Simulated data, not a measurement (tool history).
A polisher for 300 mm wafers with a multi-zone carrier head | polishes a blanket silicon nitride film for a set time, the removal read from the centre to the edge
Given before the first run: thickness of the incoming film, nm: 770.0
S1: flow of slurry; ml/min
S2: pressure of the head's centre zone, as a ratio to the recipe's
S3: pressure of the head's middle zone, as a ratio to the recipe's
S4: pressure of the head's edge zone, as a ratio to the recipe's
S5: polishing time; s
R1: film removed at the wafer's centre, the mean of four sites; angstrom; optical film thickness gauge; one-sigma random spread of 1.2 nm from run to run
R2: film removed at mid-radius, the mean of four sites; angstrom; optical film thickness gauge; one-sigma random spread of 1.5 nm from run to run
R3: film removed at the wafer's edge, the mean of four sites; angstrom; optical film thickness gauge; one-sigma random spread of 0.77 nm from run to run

| run | hour | S1 | S2 | S3 | S4 | S5 | R1 | R2 | R3 |
|---|---|---|---|---|---|---|---|---|---|
| 1 | 0.0 | 205 | 1.00 | 1.00 | 1.00 | 60 | 1442.9 | 1451.5 | 1429.8 |
| 2 | 5.6 | 205 | 1.04 | 1.00 | 1.00 | 60 | 1440.5 | 1436.9 | 1419.2 |
| 3 | 7.0 | 195 | 1.04 | 1.00 | 0.96 | 55 | 1350.4 | 1262.7 | 1279.3 |
| 4 | 7.6 | 220 | 1.04 | 1.00 | 0.96 | 55 | 1398.8 | 1349.1 | 1272.0 |
| 5 | 11.8 | 215 | 1.01 | 1.01 | 0.94 | 51 | 1218.4 | 1231.1 | 1192.3 |
| 6 | 17.8 | 215 | 0.93 | 1.01 | 0.94 | 51 | 1150.2 | 1243.0 | 1192.8 |
| 7 | 22.5 | 215 | 0.93 | 1.01 | 0.94 | 51 | 1148.3 | 1236.2 | 1187.6 |
| 8 | 28.5 | 220 | 0.95 | 1.01 | 0.91 | 49 | 1149.2 | 1193.1 | 1123.5 |

The next listed run, before its measurement:
| 9 | 35.1 | 215 | 0.95 | 1.01 | 0.88 | 48 | ? | ? | ? |

Run 9 came out at R1 1098.7 angstrom, R2 1160.8 angstrom, R3 1077.7 angstrom.
